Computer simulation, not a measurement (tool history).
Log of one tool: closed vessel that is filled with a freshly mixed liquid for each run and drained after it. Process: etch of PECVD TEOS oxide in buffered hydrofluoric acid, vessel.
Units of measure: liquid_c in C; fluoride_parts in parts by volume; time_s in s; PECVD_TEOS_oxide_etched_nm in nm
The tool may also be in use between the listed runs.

run	hour	liquid_c	fluoride_parts	time_s	PECVD_TEOS_oxide_etched_nm
1	0	22	12	85	126.73
2	8.8	20.5	12	85	116.71
3	10.8	23	12	85	134.68
4	15.5	24.5	12	85	145.87
5	18.3	24.5	12	85	146.92
6	27.2	25.5	12	85	153.62

Run 7 is up next; what results do you expect?
7	32.2	26.5	12	85	?

Run 7 came out at PECVD_TEOS_oxide_etched_nm 162.01 nm.
